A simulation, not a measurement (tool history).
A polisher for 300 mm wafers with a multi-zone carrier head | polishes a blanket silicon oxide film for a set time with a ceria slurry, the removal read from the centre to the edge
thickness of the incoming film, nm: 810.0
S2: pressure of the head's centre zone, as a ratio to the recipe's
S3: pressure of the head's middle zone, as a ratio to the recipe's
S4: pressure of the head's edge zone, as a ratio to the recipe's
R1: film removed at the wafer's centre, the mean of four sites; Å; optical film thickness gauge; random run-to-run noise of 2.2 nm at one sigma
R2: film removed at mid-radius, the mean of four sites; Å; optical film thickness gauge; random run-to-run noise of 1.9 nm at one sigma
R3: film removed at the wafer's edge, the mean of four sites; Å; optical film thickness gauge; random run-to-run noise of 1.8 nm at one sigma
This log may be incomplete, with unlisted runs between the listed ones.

run 1 hour=0.0 | flow_of_slurry_(ml/min)=170 S2=1.00 S3=1.00 S4=1.00 polishing_time_(s)=53 | R1=2506.6 R2=2490.2 R3=2534.4
run 2 hour=1.1 | flow_of_slurry_(ml/min)=170 S2=1.00 S3=1.00 S4=1.00 polishing_time_(s)=58 | R1=2747.5 R2=2771.3 R3=2721.0
run 3 hour=5.3 | flow_of_slurry_(ml/min)=170 S2=1.00 S3=1.00 S4=1.08 polishing_time_(s)=58 | R1=2745.6 R2=2738.3 R3=2852.5
run 4 hour=8.7 | flow_of_slurry_(ml/min)=170 S2=1.00 S3=0.92 S4=1.08 polishing_time_(s)=58 | R1=2768.4 R2=2573.9 R3=2813.8
run 5 hour=16.5 | flow_of_slurry_(ml/min)=170 S2=1.00 S3=0.98 S4=1.08 polishing_time_(s)=58 | R1=2713.2 R2=2710.6 R3=2901.0
run 6 hour=23.4 | flow_of_slurry_(ml/min)=165 S2=0.97 S3=0.96 S4=1.02 polishing_time_(s)=56 | R1=2576.7 R2=2539.7 R3=2721.0
run 7 hour=24.6 | flow_of_slurry_(ml/min)=165 S2=0.98 S3=0.97 S4=0.99 polishing_time_(s)=53 | R1=2432.7 R2=2457.2 R3=2515.1
run 8 hour=26.8 | flow_of_slurry_(ml/min)=160 S2=0.99 S3=0.96 S4=0.96 polishing_time_(s)=51 | R1=2348.3 R2=2345.4 R3=2361.2
run 9 hour=34.5 | flow_of_slurry_(ml/min)=155 S2=0.99 S3=0.95 S4=0.93 polishing_time_(s)=50 | R1=2328.8 R2=2244.3 R3=2291.6
run 10 hour=42.6 | flow_of_slurry_(ml/min)=150 S2=0.99 S3=0.96 S4=0.91 polishing_time_(s)=49 | R1=2212.0 R2=2189.0 R3=2203.0

Expected results for the next run?
run 11 hour=43.5 | flow_of_slurry_(ml/min)=145 S2=1.00 S3=0.96 S4=0.89 polishing_time_(s)=48 | R1=? R2=? R3=?

R1: 2167.6 Å
R2: 2134.5 Å
R3: 2103.3 Å

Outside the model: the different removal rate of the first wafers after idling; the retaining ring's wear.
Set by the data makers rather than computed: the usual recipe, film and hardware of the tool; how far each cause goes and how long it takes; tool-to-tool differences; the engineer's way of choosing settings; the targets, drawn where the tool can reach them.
